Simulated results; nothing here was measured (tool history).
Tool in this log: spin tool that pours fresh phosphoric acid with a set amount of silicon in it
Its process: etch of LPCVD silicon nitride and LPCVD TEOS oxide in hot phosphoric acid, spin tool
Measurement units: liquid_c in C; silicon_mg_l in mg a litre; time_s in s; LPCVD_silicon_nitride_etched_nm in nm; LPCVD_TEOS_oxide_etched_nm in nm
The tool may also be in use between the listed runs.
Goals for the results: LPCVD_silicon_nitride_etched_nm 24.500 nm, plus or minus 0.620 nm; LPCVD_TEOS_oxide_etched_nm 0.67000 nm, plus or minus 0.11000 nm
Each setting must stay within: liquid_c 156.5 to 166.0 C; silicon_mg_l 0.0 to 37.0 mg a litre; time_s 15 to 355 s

run	day	liquid_c	silicon_mg_l	time_s	LPCVD_silicon_nitride_etched_nm	LPCVD_TEOS_oxide_etched_nm
1	0.000	161.0	16.0	180	15.143	0.50135
2	0.142	163.0	16.0	180	16.288	0.61869
3	0.425	163.5	18.5	190	17.476	0.59097
4	0.588	163.5	18.5	230	21.141	0.75644
5	0.950	163.5	20.0	235	21.652	0.71926
6	1.233	163.5	21.0	235	21.589	0.70938
7	1.446	163.5	22.0	240	22.015	0.77387
8	1.775	163.5	24.0	245	22.466	0.65496
9	2.104	163.5	24.5	245	22.379	0.70255
10	2.412	163.5	25.5	245	22.451	0.70166
11	2.538	163.5	27.0	245	22.519	0.60382
12	2.733	163.5	27.5	245	22.548	0.58592
13	2.967	164.0	27.5	245	22.764	0.58307
14	3.050	164.0	27.0	245	22.895	0.63385

Of the 4 settings listed for the next run, only one would bring every result within its allowed miss of target. Which one?
A	3.133	164.0	26.0	250	?	?
B	3.133	162.5	33.5	225	?	?
C	3.133	165.5	27.0	235	?	?
D	3.133	163.5	27.0	265	?	?

move	LPCVD_silicon_nitride_etched_nm	LPCVD_TEOS_oxide_etched_nm
A	23.379	0.60819
B	20.023	0.36372
C	23.087	0.61540
D	24.377	0.60019
A: nearer the targets than the last run, but a result is still out of spec
B: lands further from the targets than the last run did
C: nearer the targets than the last run, but a result is still out of spec
D: all results land within tolerance of their targets
Move D is the one to make.
